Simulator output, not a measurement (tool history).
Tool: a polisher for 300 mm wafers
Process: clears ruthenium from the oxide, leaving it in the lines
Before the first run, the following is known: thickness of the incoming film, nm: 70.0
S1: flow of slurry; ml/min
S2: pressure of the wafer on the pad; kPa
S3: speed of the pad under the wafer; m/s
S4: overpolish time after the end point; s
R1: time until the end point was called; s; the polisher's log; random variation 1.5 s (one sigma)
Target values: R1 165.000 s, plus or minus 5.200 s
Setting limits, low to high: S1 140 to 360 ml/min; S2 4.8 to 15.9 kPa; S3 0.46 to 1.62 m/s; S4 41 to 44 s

run	hour	S1	S2	S3	S4	R1
1	0.0	230	10.3	1.04	41	71.562
2	1.5	230	9.0	1.04	41	81.538
3	2.3	230	8.3	1.00	41	92.635
4	4.4	230	9.7	1.00	41	79.631
5	5.4	230	9.0	0.96	41	88.405
6	9.4	230	10.3	0.96	41	75.984
# hour 13.6: head pressure recalibrated
7	13.6	230	9.7	0.94	41	92.800
8	18.8	230	9.7	0.94	41	92.581
9	27.4	220	6.9	0.82	41	143.950
10	35.6	220	6.9	0.82	41	143.940
11	42.8	215	6.9	0.82	41	145.020
12	51.1	205	5.5	0.82	41	180.180
13	57.5	210	5.5	0.82	41	181.620

5 next moves are on the table. One of them brings every result within its allowed miss. Which?
A	63.9	235	6.2	0.88	44	?
B	63.9	215	6.9	0.78	44	?
C	63.9	240	6.9	0.76	44	?
D	63.9	190	6.9	0.80	44	?
E	63.9	200	5.5	0.90	44	?

move	R1
A	147.750
B	150.030
C	151.240
D	149.500
E	165.580
A: pushes the last run's worst result past its target
B: pushes the last run's worst result past its target
C: pushes the last run's worst result past its target
D: pushes the last run's worst result past its target
E: every result lands within tolerance
E meets every target.

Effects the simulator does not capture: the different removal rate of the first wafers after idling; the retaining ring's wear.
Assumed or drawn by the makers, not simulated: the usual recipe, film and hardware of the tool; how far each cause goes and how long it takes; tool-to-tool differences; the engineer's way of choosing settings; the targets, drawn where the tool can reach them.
